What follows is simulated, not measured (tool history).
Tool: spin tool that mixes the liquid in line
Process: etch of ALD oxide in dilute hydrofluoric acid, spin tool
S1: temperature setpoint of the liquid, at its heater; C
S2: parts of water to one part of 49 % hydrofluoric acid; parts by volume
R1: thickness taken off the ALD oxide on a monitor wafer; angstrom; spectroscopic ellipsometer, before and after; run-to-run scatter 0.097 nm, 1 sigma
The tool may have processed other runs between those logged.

Run 1, hour 0.0: S1 21.0 C, S2 240 parts by volume, time under the liquid (s) 100. Result: R1 98.551 angstrom.
Run 2, hour 6.1: S1 21.0 C, S2 240 parts by volume, time under the liquid (s) 100. Result: R1 98.860 angstrom.
Run 3, hour 11.2: S1 21.0 C, S2 240 parts by volume, time under the liquid (s) 100. Result: R1 98.566 angstrom.
Run 4, hour 18.9: S1 21.0 C, S2 195 parts by volume, time under the liquid (s) 100. Result: R1 124.980 angstrom.
Run 5, hour 22.7: S1 20.0 C, S2 195 parts by volume, time under the liquid (s) 100. Result: R1 122.040 angstrom.
Run 6, hour 27.7: S1 20.0 C, S2 255 parts by volume, time under the liquid (s) 100. Result: R1 88.042 angstrom.
Run 7, hour 31.6: S1 21.5 C, S2 255 parts by volume, time under the liquid (s) 100. Result: R1 92.236 angstrom.
Run 8, hour 34.4: S1 21.5 C, S2 255 parts by volume, time under the liquid (s) 100. Result: R1 92.375 angstrom.
At hour 36.2: hydrofluoric acid flow meter replaced.
Run 9, hour 36.2: S1 22.5 C, S2 255 parts by volume, time under the liquid (s) 100. Result: R1 85.602 angstrom.
Run 10, hour 43.5: S1 21.0 C, S2 250 parts by volume, time under the liquid (s) 100. Result: R1 82.635 angstrom.
Run 11, hour 47.1: S1 23.0 C, S2 250 parts by volume, time under the liquid (s) 100. Result: R1 86.072 angstrom.
Run 12, hour 55.7: S1 21.5 C, S2 245 parts by volume, time under the liquid (s) 100. Result: R1 86.385 angstrom.
Run 13, hour 57.7: S1 21.5 C, S2 245 parts by volume, time under the liquid (s) 100. Result: R1 84.655 angstrom.
Run 14, hour 61.4: S1 20.5 C, S2 240 parts by volume, time under the liquid (s) 100. Result: R1 84.310 angstrom.
Run 15, hour 64.4: S1 21.5 C, S2 240 parts by volume, time under the liquid (s) 100. Result: R1 89.287 angstrom.
Run 16, hour 70.2: S1 20.5 C, S2 230 parts by volume, time under the liquid (s) 100. Result: R1 89.423 angstrom.
Run 17, hour 75.1: S1 21.5 C, S2 230 parts by volume, time under the liquid (s) 100. Result: R1 92.226 angstrom.
Run 18, hour 79.8: S1 20.5 C, S2 225 parts by volume, time under the liquid (s) 100. Result: R1 91.129 angstrom.

Run 19, settings as shown, results not yet in. Your forecast:
Run 19, hour 86.6: S1 21.5 C, S2 225 parts by volume, time under the liquid (s) 100. Result: R1 ?.

{"run 19": {"R1": 95.681}}
